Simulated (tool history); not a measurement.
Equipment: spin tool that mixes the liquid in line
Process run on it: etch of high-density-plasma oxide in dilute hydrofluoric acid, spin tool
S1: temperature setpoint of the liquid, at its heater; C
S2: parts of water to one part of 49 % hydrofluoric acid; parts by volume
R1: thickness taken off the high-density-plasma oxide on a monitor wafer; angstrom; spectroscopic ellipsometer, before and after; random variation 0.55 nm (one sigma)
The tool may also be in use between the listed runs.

run 1 hour=0 | S1=22 S2=55 time_under_the_liquid_(s)=310 | R1=377.59
run 2 hour=5 | S1=23 S2=55 time_under_the_liquid_(s)=310 | R1=401.64
run 3 hour=5.9 | S1=24 S2=55 time_under_the_liquid_(s)=310 | R1=416.81
run 4 hour=10.9 | S1=25.5 S2=55 time_under_the_liquid_(s)=310 | R1=437.3
run 5 hour=13.9 | S1=25.5 S2=35 time_under_the_liquid_(s)=310 | R1=729.02
run 6 hour=17.9 | S1=24.5 S2=35 time_under_the_liquid_(s)=310 | R1=670.9

Run 7 comes next. What will it give?
run 7 hour=23.8 | S1=24 S2=35 time_under_the_liquid_(s)=310 | R1=?

R1: 662.94 angstrom
